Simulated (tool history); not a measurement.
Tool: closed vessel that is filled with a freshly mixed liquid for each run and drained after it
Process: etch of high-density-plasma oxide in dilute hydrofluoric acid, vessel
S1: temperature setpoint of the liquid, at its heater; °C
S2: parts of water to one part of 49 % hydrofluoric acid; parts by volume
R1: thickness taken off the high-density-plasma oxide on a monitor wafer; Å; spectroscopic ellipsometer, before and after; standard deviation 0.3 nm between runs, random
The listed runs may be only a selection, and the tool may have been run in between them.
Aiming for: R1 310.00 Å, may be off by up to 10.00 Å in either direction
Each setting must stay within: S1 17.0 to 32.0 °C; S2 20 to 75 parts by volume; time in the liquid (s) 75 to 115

run 1 hour=0.0 | S1=24.0 S2=45 time_in_the_liquid_(s)=115 | R1=115.57
run 2 hour=4.5 | S1=26.5 S2=45 time_in_the_liquid_(s)=115 | R1=127.99
run 3 hour=6.0 | S1=26.5 S2=45 time_in_the_liquid_(s)=115 | R1=129.22
run 4 hour=8.5 | S1=26.5 S2=35 time_in_the_liquid_(s)=115 | R1=168.73
run 5 hour=10.1 | S1=27.5 S2=30 time_in_the_liquid_(s)=115 | R1=209.59
run 6 hour=13.0 | S1=24.5 S2=30 time_in_the_liquid_(s)=115 | R1=182.42
run 7 hour=20.1 | S1=26.0 S2=30 time_in_the_liquid_(s)=115 | R1=193.82
run 8 hour=29.4 | S1=27.0 S2=30 time_in_the_liquid_(s)=115 | R1=202.94
run 9 hour=38.5 | S1=28.0 S2=30 time_in_the_liquid_(s)=115 | R1=212.90
run 10 hour=40.4 | S1=29.0 S2=30 time_in_the_liquid_(s)=115 | R1=218.05
run 11 hour=49.5 | S1=29.5 S2=30 time_in_the_liquid_(s)=115 | R1=221.09
run 12 hour=57.8 | S1=30.0 S2=30 time_in_the_liquid_(s)=115 | R1=227.26
-- hour=63.8 hydrofluoric acid flow meter replaced
run 13 hour=63.8 | S1=30.5 S2=30 time_in_the_liquid_(s)=115 | R1=259.25

Which single option among these 5 for the next run brings every result within its allowed miss of target? Just one does.
run A hour=69.8 | S1=32.0 S2=25 time_in_the_liquid_(s)=100 | R1=?
run B hour=69.8 | S1=29.5 S2=25 time_in_the_liquid_(s)=110 | R1=?
run C hour=69.8 | S1=30.0 S2=25 time_in_the_liquid_(s)=115 | R1=?
run D hour=69.8 | S1=30.0 S2=25 time_in_the_liquid_(s)=110 | R1=?
run E hour=69.8 | S1=32.0 S2=25 time_in_the_liquid_(s)=115 | R1=?

move=A R1=290.10
move=B R1=288.73
move=C R1=308.00
move=D R1=294.61
move=E R1=333.62
A: nearer the targets than the last run, but a result is still out of spec
B: nearer the targets than the last run, but a result is still out of spec
C: in spec on every target
D: nearer the targets than the last run, but a result is still out of spec
E: moves the result that the last run missed by most past its target, out the other side
Correct choice: C, which meets every target
